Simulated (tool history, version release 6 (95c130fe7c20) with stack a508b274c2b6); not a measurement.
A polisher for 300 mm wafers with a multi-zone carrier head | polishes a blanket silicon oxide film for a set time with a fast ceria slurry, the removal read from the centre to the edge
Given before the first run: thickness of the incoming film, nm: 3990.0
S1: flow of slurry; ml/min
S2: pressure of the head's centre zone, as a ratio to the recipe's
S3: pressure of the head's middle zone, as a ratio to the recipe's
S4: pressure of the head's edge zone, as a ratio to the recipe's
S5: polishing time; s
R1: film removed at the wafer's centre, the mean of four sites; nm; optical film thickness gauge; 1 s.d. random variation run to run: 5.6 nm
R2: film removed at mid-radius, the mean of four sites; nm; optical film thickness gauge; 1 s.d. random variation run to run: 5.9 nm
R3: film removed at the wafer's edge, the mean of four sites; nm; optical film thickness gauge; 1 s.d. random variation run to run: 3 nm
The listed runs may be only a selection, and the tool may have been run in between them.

| run | hour | S1 | S2 | S3 | S4 | S5 | R1 | R2 | R3 |
|---|---|---|---|---|---|---|---|---|---|
| 1 | 0 | 185 | 1 | 1 | 1 | 41 | 726.05 | 693.67 | 675.57 |
| 2 | 2.3 | 185 | 1 | 0.91 | 1 | 41 | 730.39 | 625.68 | 674.71 |
| 3 | 2.9 | 185 | 1 | 0.93 | 0.96 | 38 | 676.33 | 599.62 | 606.28 |
| 4 | 6.2 | 205 | 1 | 0.93 | 0.96 | 38 | 691.37 | 594.24 | 618.64 |
| 5 | 8 | 205 | 1 | 0.93 | 0.96 | 31 | 554.82 | 495.06 | 499.64 |
|  | 13 | centre zone pressure recalibrated |
| 6 | 13 | 195 | 0.99 | 0.94 | 0.93 | 31 | 506.17 | 491.94 | 493.37 |
| 7 | 17.1 | 200 | 1.02 | 0.96 | 0.91 | 30 | 521.92 | 496.09 | 474.81 |
| 8 | 18.7 | 195 | 1.03 | 0.97 | 0.89 | 30 | 520.02 | 484.79 | 474.42 |
| 9 | 27.2 | 205 | 1.04 | 1 | 0.88 | 29 | 517.42 | 488.48 | 453.68 |

For run 10, what comes out?
| 10 | 35.6 | 205 | 1.04 | 1.01 | 0.87 | 29 | ? | ? | ? |

Run 10 gave R1 514.52 nm, R2 477.87 nm, R3 451.05 nm.
